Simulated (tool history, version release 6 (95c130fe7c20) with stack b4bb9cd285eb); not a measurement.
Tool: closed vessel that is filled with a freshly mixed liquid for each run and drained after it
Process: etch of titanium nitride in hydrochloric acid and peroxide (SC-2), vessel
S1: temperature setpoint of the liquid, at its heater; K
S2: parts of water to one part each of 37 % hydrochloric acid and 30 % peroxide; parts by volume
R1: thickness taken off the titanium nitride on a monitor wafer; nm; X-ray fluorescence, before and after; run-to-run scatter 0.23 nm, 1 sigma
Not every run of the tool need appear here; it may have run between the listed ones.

{"run": 1, "hour": 0.0, "S1": 319.15, "S2": 11.5, "time in the liquid (s)": 1865, "R1": 16.46}
{"run": 2, "hour": 1.2, "S1": 323.65, "S2": 10.5, "time in the liquid (s)": 1865, "R1": 24.133}
{"run": 3, "hour": 5.4, "S1": 323.65, "S2": 12.5, "time in the liquid (s)": 1865, "R1": 20.772}
{"run": 4, "hour": 8.4, "S1": 323.65, "S2": 9.5, "time in the liquid (s)": 1865, "R1": 26.047}
{"run": 5, "hour": 10.6, "S1": 321.15, "S2": 9.5, "time in the liquid (s)": 1865, "R1": 22.265}
{"run": 6, "hour": 17.0, "S1": 325.15, "S2": 9.5, "time in the liquid (s)": 1865, "R1": 29.004}

What will run 7 give?
{"run": 7, "hour": 18.1, "S1": 328.15, "S2": 9.5, "time in the liquid (s)": 1865, "R1": "?"}

{"run 7": {"R1": 35.222}}

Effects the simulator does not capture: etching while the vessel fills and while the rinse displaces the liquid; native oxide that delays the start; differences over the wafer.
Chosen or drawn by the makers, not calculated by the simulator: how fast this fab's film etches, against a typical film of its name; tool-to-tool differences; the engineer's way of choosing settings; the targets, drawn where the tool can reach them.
